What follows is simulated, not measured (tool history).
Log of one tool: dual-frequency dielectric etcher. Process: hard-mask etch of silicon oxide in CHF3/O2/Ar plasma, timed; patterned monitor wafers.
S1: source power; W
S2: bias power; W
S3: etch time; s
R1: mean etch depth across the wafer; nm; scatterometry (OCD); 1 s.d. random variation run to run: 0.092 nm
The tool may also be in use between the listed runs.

{"run": 1, "day": 0.0, "S1": 740, "S2": 199, "S3": 17, "R1": 36.849}
{"run": 2, "day": 0.15, "S1": 740, "S2": 199, "S3": 17, "R1": 36.963}
{"run": 3, "day": 0.208, "S1": 810, "S2": 206, "S3": 17, "R1": 38.826}
{"run": 4, "day": 0.375, "S1": 810, "S2": 174, "S3": 17, "R1": 36.916}
{"run": 5, "day": 0.438, "S1": 810, "S2": 174, "S3": 15, "R1": 32.569}
{"run": 6, "day": 0.738, "S1": 860, "S2": 198, "S3": 15, "R1": 34.829}

Expected results for the next run?
{"run": 7, "day": 0.858, "S1": 890, "S2": 220, "S3": 15.5, "R1": "?"}

R1: 37.727 nm
